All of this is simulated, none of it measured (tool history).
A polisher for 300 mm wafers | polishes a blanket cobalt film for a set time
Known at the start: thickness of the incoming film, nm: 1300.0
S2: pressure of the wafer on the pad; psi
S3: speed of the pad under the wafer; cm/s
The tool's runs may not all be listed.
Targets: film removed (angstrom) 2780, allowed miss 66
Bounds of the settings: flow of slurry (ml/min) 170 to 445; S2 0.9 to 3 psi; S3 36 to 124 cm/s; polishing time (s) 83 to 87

Run 1, hour 0: flow of slurry (ml/min) 285, S2 1.9 psi, S3 80 cm/s, polishing time (s) 83. Result: film removed (angstrom) 3167.9.
Run 2, hour 5.7: flow of slurry (ml/min) 280, S2 1.8 psi, S3 80 cm/s, polishing time (s) 83. Result: film removed (angstrom) 2959.3.
Run 3, hour 13.9: flow of slurry (ml/min) 275, S2 1.8 psi, S3 80 cm/s, polishing time (s) 83. Result: film removed (angstrom) 3000.
Run 4, hour 21.9: flow of slurry (ml/min) 275, S2 1.4 psi, S3 80 cm/s, polishing time (s) 83. Result: film removed (angstrom) 2356.1.
Run 5, hour 23.4: flow of slurry (ml/min) 275, S2 1.4 psi, S3 66 cm/s, polishing time (s) 83. Result: film removed (angstrom) 1940.7.
Run 6, hour 29.8: flow of slurry (ml/min) 280, S2 1.5 psi, S3 66 cm/s, polishing time (s) 83. Result: film removed (angstrom) 2079.
Run 7, hour 33.7: flow of slurry (ml/min) 285, S2 1.6 psi, S3 66 cm/s, polishing time (s) 83. Result: film removed (angstrom) 2185.5.
Run 8, hour 40.2: flow of slurry (ml/min) 285, S2 1.7 psi, S3 66 cm/s, polishing time (s) 83. Result: film removed (angstrom) 2329.9.
Run 9, hour 42.9: flow of slurry (ml/min) 305, S2 2.1 psi, S3 66 cm/s, polishing time (s) 83. Result: film removed (angstrom) 2894.7.

4 next moves are on the table. One of them brings every result within its allowed miss. Which?
Run A, hour 45.6: flow of slurry (ml/min) 330, S2 2 psi, S3 64 cm/s, polishing time (s) 85. Result: film removed (angstrom) ?.
Run B, hour 45.6: flow of slurry (ml/min) 260, S2 2.1 psi, S3 66 cm/s, polishing time (s) 87. Result: film removed (angstrom) ?.
Run C, hour 45.6: flow of slurry (ml/min) 320, S2 2.2 psi, S3 62 cm/s, polishing time (s) 86. Result: film removed (angstrom) ?.
Run D, hour 45.6: flow of slurry (ml/min) 320, S2 1.9 psi, S3 72 cm/s, polishing time (s) 85. Result: film removed (angstrom) ?.

move  film removed (angstrom)
   A                   2760.5
   B                   2998.5
   C                   2965.7
   D                   2936.2
A: meets every target
B: further off than the last run
C: further off than the last run
D: further off than the last run
Move A is the one to make.

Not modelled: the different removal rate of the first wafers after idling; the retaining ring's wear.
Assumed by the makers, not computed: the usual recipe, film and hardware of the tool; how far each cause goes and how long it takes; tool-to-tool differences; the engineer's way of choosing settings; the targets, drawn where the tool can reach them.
